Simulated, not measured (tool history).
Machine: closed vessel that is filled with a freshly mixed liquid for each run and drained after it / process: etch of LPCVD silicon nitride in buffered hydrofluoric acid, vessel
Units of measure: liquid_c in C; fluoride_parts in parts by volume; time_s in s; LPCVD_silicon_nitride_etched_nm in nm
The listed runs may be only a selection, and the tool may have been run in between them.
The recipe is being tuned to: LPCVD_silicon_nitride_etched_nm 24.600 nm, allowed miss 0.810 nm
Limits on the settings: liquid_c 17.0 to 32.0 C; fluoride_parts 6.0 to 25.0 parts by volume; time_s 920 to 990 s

run,hour,liquid_c,fluoride_parts,time_s,LPCVD_silicon_nitride_etched_nm
1,0.0,25.0,15.5,920,10.483
2,3.5,27.0,13.0,925,13.978
3,8.8,28.5,11.5,925,17.430
4,14.0,29.5,11.0,925,19.102
5,19.0,30.5,10.5,925,20.628
6,23.5,31.0,10.0,925,22.171
7,28.1,31.5,10.0,925,23.276
8,33.5,32.0,10.0,925,23.595

Of the 4 settings listed for the next run, only one would bring every result within its allowed miss of target. Which one?
A,38.9,32.0,9.5,990,?
B,38.9,31.5,10.0,970,?
C,38.9,32.0,10.5,920,?
D,38.9,30.5,10.0,945,?

move,LPCVD_silicon_nitride_etched_nm
A,26.715
B,24.697
C,22.928
D,22.839
A: takes the result that was furthest off past its target
B: all results in spec
C: further off than the last run
D: further off than the last run
Correct choice: B, which meets every target
